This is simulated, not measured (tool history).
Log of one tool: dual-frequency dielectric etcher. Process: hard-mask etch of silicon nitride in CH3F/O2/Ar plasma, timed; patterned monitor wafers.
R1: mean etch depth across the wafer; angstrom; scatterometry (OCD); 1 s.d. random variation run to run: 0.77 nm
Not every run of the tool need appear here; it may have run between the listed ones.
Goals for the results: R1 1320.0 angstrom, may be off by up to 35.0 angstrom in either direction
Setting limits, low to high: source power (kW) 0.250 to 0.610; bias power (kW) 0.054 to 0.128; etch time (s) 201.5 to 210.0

run 1 hour=0.0 | source_power_(kW)=0.430 bias_power_(kW)=0.091 etch_time_(s)=201.5 | R1=1628.9
run 2 hour=1.1 | source_power_(kW)=0.400 bias_power_(kW)=0.087 etch_time_(s)=201.5 | R1=1549.3
run 3 hour=7.6 | source_power_(kW)=0.400 bias_power_(kW)=0.073 etch_time_(s)=201.5 | R1=1454.9
run 4 hour=10.8 | source_power_(kW)=0.400 bias_power_(kW)=0.073 etch_time_(s)=201.5 | R1=1431.5
run 5 hour=18.2 | source_power_(kW)=0.380 bias_power_(kW)=0.072 etch_time_(s)=201.5 | R1=1390.5
run 6 hour=22.8 | source_power_(kW)=0.380 bias_power_(kW)=0.079 etch_time_(s)=201.5 | R1=1472.5
run 7 hour=31.2 | source_power_(kW)=0.360 bias_power_(kW)=0.077 etch_time_(s)=201.5 | R1=1425.6
run 8 hour=33.1 | source_power_(kW)=0.340 bias_power_(kW)=0.076 etch_time_(s)=201.5 | R1=1377.2
run 9 hour=38.5 | source_power_(kW)=0.330 bias_power_(kW)=0.076 etch_time_(s)=201.5 | R1=1355.8

Consider the 4 candidate settings below. Which is the only one whose results all fall within their allowed miss of target?
run A hour=43.9 | source_power_(kW)=0.360 bias_power_(kW)=0.069 etch_time_(s)=205.5 | R1=?
run B hour=43.9 | source_power_(kW)=0.370 bias_power_(kW)=0.068 etch_time_(s)=204.0 | R1=?
run C hour=43.9 | source_power_(kW)=0.340 bias_power_(kW)=0.077 etch_time_(s)=201.5 | R1=?
run D hour=43.9 | source_power_(kW)=0.290 bias_power_(kW)=0.071 etch_time_(s)=209.0 | R1=?

move=A R1=1382.9
move=B R1=1379.2
move=C R1=1386.5
move=D R1=1310.8
A: misses by more than the last run did
B: misses by more than the last run did
C: misses by more than the last run did
D: in spec on every target
D meets every target.
